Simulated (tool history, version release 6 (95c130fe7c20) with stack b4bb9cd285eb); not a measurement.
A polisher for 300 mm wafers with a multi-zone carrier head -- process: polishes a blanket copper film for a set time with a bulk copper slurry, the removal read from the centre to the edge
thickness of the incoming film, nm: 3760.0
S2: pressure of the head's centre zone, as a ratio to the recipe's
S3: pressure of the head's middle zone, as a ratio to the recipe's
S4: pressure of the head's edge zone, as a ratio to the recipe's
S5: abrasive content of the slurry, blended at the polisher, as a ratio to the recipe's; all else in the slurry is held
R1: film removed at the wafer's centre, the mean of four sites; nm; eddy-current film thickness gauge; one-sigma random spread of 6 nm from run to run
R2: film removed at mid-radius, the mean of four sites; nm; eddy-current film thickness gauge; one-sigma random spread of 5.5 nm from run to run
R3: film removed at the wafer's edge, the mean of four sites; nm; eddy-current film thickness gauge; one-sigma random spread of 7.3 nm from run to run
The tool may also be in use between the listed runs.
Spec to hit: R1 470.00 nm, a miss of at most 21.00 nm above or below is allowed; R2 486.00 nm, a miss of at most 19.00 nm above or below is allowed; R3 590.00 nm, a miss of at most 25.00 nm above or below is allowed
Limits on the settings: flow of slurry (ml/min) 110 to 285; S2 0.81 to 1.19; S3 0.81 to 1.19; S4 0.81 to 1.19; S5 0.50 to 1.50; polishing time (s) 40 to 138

{"run": 1, "hour": 0.0, "flow of slurry (ml/min)": 180, "S2": 1.0, "S3": 1.0, "S4": 1.0, "S5": 1.0, "polishing time (s)": 88, "R1": 924.62, "R2": 945.88, "R3": 947.12}
{"run": 2, "hour": 5.7, "flow of slurry (ml/min)": 175, "S2": 0.98, "S3": 0.98, "S4": 1.01, "S5": 0.95, "polishing time (s)": 84, "R1": 849.21, "R2": 869.78, "R3": 915.83}
{"run": 3, "hour": 12.1, "flow of slurry (ml/min)": 170, "S2": 0.97, "S3": 0.97, "S4": 1.0, "S5": 0.9, "polishing time (s)": 80, "R1": 785.06, "R2": 804.21, "R3": 827.74}
{"run": 4, "hour": 15.7, "flow of slurry (ml/min)": 170, "S2": 0.97, "S3": 0.97, "S4": 0.92, "S5": 0.9, "polishing time (s)": 80, "R1": 795.67, "R2": 787.38, "R3": 811.53}
{"run": 5, "hour": 16.5, "flow of slurry (ml/min)": 165, "S2": 0.95, "S3": 0.95, "S4": 0.93, "S5": 0.85, "polishing time (s)": 77, "R1": 719.21, "R2": 727.62, "R3": 768.2}
{"run": 6, "hour": 25.4, "flow of slurry (ml/min)": 160, "S2": 0.94, "S3": 0.93, "S4": 0.92, "S5": 0.8, "polishing time (s)": 76, "R1": 685.06, "R2": 723.19, "R3": 730.67}
{"run": 7, "hour": 32.2, "flow of slurry (ml/min)": 155, "S2": 0.9, "S3": 0.84, "S4": 1.02, "S5": 0.75, "polishing time (s)": 51, "R1": 439.96, "R2": 424.95, "R3": 503.05}
{"run": 8, "hour": 35.3, "flow of slurry (ml/min)": 160, "S2": 0.89, "S3": 0.85, "S4": 1.04, "S5": 0.8, "polishing time (s)": 51, "R1": 450.55, "R2": 437.93, "R3": 520.65}
{"run": 9, "hour": 37.3, "flow of slurry (ml/min)": 165, "S2": 0.88, "S3": 0.86, "S4": 1.05, "S5": 0.8, "polishing time (s)": 51, "R1": 437.51, "R2": 440.89, "R3": 539.21}
{"run": 10, "hour": 44.3, "flow of slurry (ml/min)": 170, "S2": 0.88, "S3": 0.87, "S4": 1.05, "S5": 0.8, "polishing time (s)": 51, "R1": 447.51, "R2": 455.72, "R3": 536.79}

Which one of the following 4 next-run settings gets every result inside its allowed miss? There is exactly one.
{"run": "A", "hour": 51.3, "flow of slurry (ml/min)": 155, "S2": 0.84, "S3": 0.84, "S4": 1.05, "S5": 0.8, "polishing time (s)": 64, "R1": "?", "R2": "?", "R3": "?"}
{"run": "B", "hour": 51.3, "flow of slurry (ml/min)": 130, "S2": 0.9, "S3": 0.9, "S4": 1.0, "S5": 0.6, "polishing time (s)": 65, "R1": "?", "R2": "?", "R3": "?"}
{"run": "C", "hour": 51.3, "flow of slurry (ml/min)": 145, "S2": 0.83, "S3": 0.83, "S4": 1.04, "S5": 0.8, "polishing time (s)": 58, "R1": "?", "R2": "?", "R3": "?"}
{"run": "D", "hour": 51.3, "flow of slurry (ml/min)": 135, "S2": 0.98, "S3": 0.86, "S4": 1.1, "S5": 0.7, "polishing time (s)": 59, "R1": "?", "R2": "?", "R3": "?"}

move=A R1=519.76 R2=540.63 R3=654.84
move=B R1=497.89 R2=518.40 R3=583.22
move=C R1=461.07 R2=480.43 R3=586.53
move=D R1=513.50 R2=477.98 R3=584.89
A: the result that was furthest off in the last run now lies on the other side of its target
B: brings the last run's worst result on target, with another outside its allowed miss
C: every result lands within tolerance
D: brings the last run's worst result on target, with another outside its allowed miss
Move C is the one to make.

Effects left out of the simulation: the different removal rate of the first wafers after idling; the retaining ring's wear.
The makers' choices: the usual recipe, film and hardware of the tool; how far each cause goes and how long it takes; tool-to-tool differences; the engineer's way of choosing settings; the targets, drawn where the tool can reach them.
